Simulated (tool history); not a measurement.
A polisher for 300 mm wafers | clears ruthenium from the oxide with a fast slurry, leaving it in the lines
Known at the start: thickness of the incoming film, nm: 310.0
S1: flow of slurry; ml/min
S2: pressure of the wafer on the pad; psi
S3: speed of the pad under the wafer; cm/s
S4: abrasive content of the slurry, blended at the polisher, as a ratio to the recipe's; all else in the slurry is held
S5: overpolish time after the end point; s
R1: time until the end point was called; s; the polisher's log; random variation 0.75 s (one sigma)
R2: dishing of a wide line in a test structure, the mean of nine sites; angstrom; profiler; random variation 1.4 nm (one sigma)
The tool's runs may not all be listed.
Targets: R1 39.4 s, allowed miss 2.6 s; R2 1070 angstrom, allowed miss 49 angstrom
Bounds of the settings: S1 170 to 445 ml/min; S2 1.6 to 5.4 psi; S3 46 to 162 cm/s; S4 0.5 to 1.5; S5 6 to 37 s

| run | hour | S1 | S2 | S3 | S4 | S5 | R1 | R2 |
|---|---|---|---|---|---|---|---|---|
| 1 | 0 | 285 | 3.5 | 104 | 1 | 19 | 58.892 | 717.21 |
| 2 | 4.6 | 320 | 3.5 | 104 | 1 | 19 | 59.134 | 727.55 |
| 3 | 6.8 | 320 | 3.8 | 104 | 1 | 20 | 53.57 | 772.46 |
| 4 | 15.5 | 320 | 3.8 | 104 | 1 | 25 | 54.662 | 874.09 |
| 5 | 21.8 | 320 | 4 | 104 | 1 | 25 | 52.384 | 902.97 |
| 6 | 30 | 320 | 4.2 | 104 | 1 | 25 | 50.509 | 913.34 |
| 7 | 37.3 | 320 | 4.2 | 104 | 1 | 25 | 48.516 | 917.74 |
| 8 | 39.7 | 320 | 4.3 | 104 | 1 | 25 | 47.169 | 925.02 |
| 9 | 40.5 | 320 | 4.4 | 104 | 1 | 26 | 48.206 | 955.72 |
| 10 | 46.7 | 320 | 4.6 | 104 | 1 | 26 | 44.864 | 1016.4 |
| 11 | 50.5 | 320 | 4.7 | 104 | 1 | 26 | 44.532 | 1022.8 |
| 12 | 56.3 | 320 | 4.8 | 104 | 1 | 26 | 44.655 | 1015.8 |
| 13 | 61.3 | 320 | 4.9 | 104 | 1 | 26 | 43.215 | 1036.8 |
| 14 | 62.4 | 320 | 4.9 | 104 | 1 | 26 | 43.267 | 1004 |
| 15 | 70.1 | 320 | 4.9 | 104 | 1 | 26 | 43.779 | 995.96 |
| 16 | 77.9 | 320 | 5 | 104 | 1 | 26 | 42.821 | 1034.1 |

4 next moves are on the table. One of them brings every result within its allowed miss. Which?
| A | 85.7 | 320 | 4.7 | 106 | 0.9 | 31 | ? | ? |
| B | 85.7 | 405 | 4.7 | 96 | 1.05 | 26 | ? | ? |
| C | 85.7 | 305 | 4.7 | 94 | 1 | 37 | ? | ? |
| D | 85.7 | 330 | 3.8 | 126 | 1.45 | 27 | ? | ? |

| move | R1 | R2 |
|---|---|---|
| A | 46.584 | 1064 |
| B | 45.566 | 997 |
| C | 48.483 | 1118.3 |
| D | 39.832 | 1071.6 |
A: further off than the last run
B: further off than the last run
C: further off than the last run
D: meets every target
Move D is the one to make.

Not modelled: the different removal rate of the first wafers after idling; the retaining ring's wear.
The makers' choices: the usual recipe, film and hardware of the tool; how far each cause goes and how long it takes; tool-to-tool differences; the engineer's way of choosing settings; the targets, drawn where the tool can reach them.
